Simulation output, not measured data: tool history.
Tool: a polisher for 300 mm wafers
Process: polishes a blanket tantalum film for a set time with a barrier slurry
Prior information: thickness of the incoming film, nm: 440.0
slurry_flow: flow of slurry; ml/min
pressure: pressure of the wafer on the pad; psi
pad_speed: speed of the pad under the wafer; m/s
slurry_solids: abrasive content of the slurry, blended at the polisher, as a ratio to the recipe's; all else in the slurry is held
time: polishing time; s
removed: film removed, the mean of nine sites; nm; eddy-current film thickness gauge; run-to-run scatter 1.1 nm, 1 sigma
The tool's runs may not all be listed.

run 1 day=0.000 | slurry_flow=240 pressure=2.3 pad_speed=1.28 slurry_solids=1.0 time=55 | removed=138.07
run 2 day=0.346 | slurry_flow=240 pressure=2.3 pad_speed=1.28 slurry_solids=1.0 time=58 | removed=145.87
run 3 day=0.446 | slurry_flow=240 pressure=2.3 pad_speed=1.42 slurry_solids=1.0 time=58 | removed=161.19
run 4 day=0.554 | slurry_flow=240 pressure=2.0 pad_speed=1.40 slurry_solids=1.0 time=58 | removed=138.41
run 5 day=0.879 | slurry_flow=240 pressure=2.0 pad_speed=1.40 slurry_solids=1.2 time=58 | removed=142.11
run 6 day=1.012 | slurry_flow=240 pressure=2.0 pad_speed=1.40 slurry_solids=1.4 time=58 | removed=148.30
run 7 day=1.333 | slurry_flow=240 pressure=1.7 pad_speed=1.40 slurry_solids=1.4 time=58 | removed=126.49
run 8 day=1.542 | slurry_flow=240 pressure=1.5 pad_speed=1.40 slurry_solids=1.4 time=58 | removed=112.95

For run 9, what comes out?
run 9 day=1.796 | slurry_flow=240 pressure=1.4 pad_speed=1.40 slurry_solids=1.4 time=58 | removed=?

Run 9 measured removed 104.88 nm.
